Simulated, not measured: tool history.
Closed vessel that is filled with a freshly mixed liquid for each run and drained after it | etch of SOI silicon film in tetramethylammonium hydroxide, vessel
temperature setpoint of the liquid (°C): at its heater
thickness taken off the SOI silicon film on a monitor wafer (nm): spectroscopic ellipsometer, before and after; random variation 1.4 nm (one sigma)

run,hour,temperature setpoint of the liquid (°C),concentration of hydroxide in the mixed liquid (% by weight),time in the liquid (s),thickness taken off the SOI silicon film on a monitor wafer (nm)
1,0,68,11.5,30,178.1
2,8.7,70,11.5,30,200.22
3,11.6,72,11.5,30,225.64
4,15.6,73.5,11.5,30,244.61
5,19.4,76.5,11.5,30,291.17
6,26.6,76.5,11.5,30,290.62
7,28.3,77,11.5,30,301.1

The next listed run, before its measurement:
8,29.5,77.5,11.5,30,?

thickness taken off the SOI silicon film on a monitor wafer (nm): 308.37

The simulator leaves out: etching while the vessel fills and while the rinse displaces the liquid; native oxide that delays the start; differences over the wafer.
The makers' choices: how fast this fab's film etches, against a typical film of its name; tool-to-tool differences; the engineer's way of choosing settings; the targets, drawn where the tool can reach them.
